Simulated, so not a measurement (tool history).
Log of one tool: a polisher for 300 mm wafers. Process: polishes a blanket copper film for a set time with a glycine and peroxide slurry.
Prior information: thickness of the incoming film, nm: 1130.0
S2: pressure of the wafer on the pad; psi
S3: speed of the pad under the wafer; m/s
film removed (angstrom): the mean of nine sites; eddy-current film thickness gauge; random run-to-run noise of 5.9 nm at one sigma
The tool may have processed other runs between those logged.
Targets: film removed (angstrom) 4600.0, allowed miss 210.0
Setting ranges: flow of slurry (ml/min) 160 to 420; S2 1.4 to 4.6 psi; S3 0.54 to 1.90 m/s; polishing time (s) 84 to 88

run 1 hour=0.0 | flow_of_slurry_(ml/min)=270 S2=3.0 S3=1.22 polishing_time_(s)=84 | film_removed_(angstrom)=5828.1
run 2 hour=8.7 | flow_of_slurry_(ml/min)=270 S2=3.4 S3=1.22 polishing_time_(s)=84 | film_removed_(angstrom)=6547.8
run 3 hour=10.8 | flow_of_slurry_(ml/min)=270 S2=3.1 S3=1.20 polishing_time_(s)=84 | film_removed_(angstrom)=5927.7
run 4 hour=14.2 | flow_of_slurry_(ml/min)=270 S2=2.9 S3=1.20 polishing_time_(s)=84 | film_removed_(angstrom)=5508.3
run 5 hour=15.6 | flow_of_slurry_(ml/min)=220 S2=2.9 S3=1.20 polishing_time_(s)=84 | film_removed_(angstrom)=5342.7
run 6 hour=21.8 | flow_of_slurry_(ml/min)=220 S2=3.4 S3=1.20 polishing_time_(s)=84 | film_removed_(angstrom)=6219.1
run 7 hour=24.3 | flow_of_slurry_(ml/min)=220 S2=3.2 S3=1.20 polishing_time_(s)=84 | film_removed_(angstrom)=5925.7
run 8 hour=32.8 | flow_of_slurry_(ml/min)=220 S2=3.0 S3=1.20 polishing_time_(s)=84 | film_removed_(angstrom)=5641.8
run 9 hour=37.4 | flow_of_slurry_(ml/min)=220 S2=2.8 S3=1.20 polishing_time_(s)=84 | film_removed_(angstrom)=5345.4
run 10 hour=38.5 | flow_of_slurry_(ml/min)=220 S2=2.2 S3=1.18 polishing_time_(s)=84 | film_removed_(angstrom)=4222.0

Exactly one of the 4 candidate moves below puts every result within its allowed miss. Which one?
run A hour=39.6 | flow_of_slurry_(ml/min)=200 S2=2.4 S3=1.28 polishing_time_(s)=88 | film_removed_(angstrom)=?
run B hour=39.6 | flow_of_slurry_(ml/min)=220 S2=2.2 S3=1.42 polishing_time_(s)=88 | film_removed_(angstrom)=?
run C hour=39.6 | flow_of_slurry_(ml/min)=160 S2=2.7 S3=1.34 polishing_time_(s)=84 | film_removed_(angstrom)=?
run D hour=39.6 | flow_of_slurry_(ml/min)=165 S2=2.5 S3=1.12 polishing_time_(s)=88 | film_removed_(angstrom)=?

move=A film_removed_(angstrom)=5067.4
move=B film_removed_(angstrom)=5211.4
move=C film_removed_(angstrom)=5341.4
move=D film_removed_(angstrom)=4536.5
A: the result that was furthest off in the last run now lies on the other side of its target
B: the result that was furthest off in the last run now lies on the other side of its target
C: the result that was furthest off in the last run now lies on the other side of its target
D: in spec on every target
The move that meets every target is D.
